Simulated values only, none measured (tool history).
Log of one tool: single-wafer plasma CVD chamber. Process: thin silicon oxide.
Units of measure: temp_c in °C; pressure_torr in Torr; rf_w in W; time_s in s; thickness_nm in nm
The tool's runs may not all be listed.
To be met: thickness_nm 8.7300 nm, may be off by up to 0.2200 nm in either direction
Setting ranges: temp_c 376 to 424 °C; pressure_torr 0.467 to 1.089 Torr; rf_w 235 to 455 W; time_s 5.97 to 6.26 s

run  hour  temp_c  pressure_torr  rf_w  time_s  thickness_nm
  1   0.0     400          0.778   345    6.26       11.5480
  2   3.2     400          0.742   345    6.26       11.0430
  3   8.1     400          0.841   345    6.26       12.4270
  4  11.7     400          0.793   345    6.25       11.7580
  5  12.8     400          0.753   345    6.25       11.1660
  6  14.2     404          0.753   345    6.25       11.1790
  7  20.4     404          0.720   345    6.25       10.7020
  8  23.8     404          0.720   345    6.25       10.7470
  9  30.5     404          0.692   345    6.25       10.2450
 10  38.0     404          0.673   345    6.25       10.0460
 11  39.1     404          0.655   345    6.25        9.7236
 12  47.2     404          0.642   345    6.25        9.5089
 13  48.8     404          0.642   345    6.25        9.5030
 14  56.6     404          0.632   345    6.25        9.4088
 15  64.4     404          0.623   345    6.25        9.2138

Below are 4 possible settings for the next run. Only one of them brings all results inside the allowed miss of their targets. Which is it?
  A  72.2     403          0.723   285    6.26             ?
  B  72.2     419          0.648   345    6.26             ?
  C  72.2     398          0.607   355    6.03             ?
  D  72.2     399          0.624   285    5.97             ?

move  thickness_nm
   A       10.1030
   B        9.5464
   C        8.7784
   D        8.3036
A: further off than the last run
B: further off than the last run
C: every result within its allowed miss
D: moves the result that the last run missed by most past its target, out the other side
The move that meets every target is C.

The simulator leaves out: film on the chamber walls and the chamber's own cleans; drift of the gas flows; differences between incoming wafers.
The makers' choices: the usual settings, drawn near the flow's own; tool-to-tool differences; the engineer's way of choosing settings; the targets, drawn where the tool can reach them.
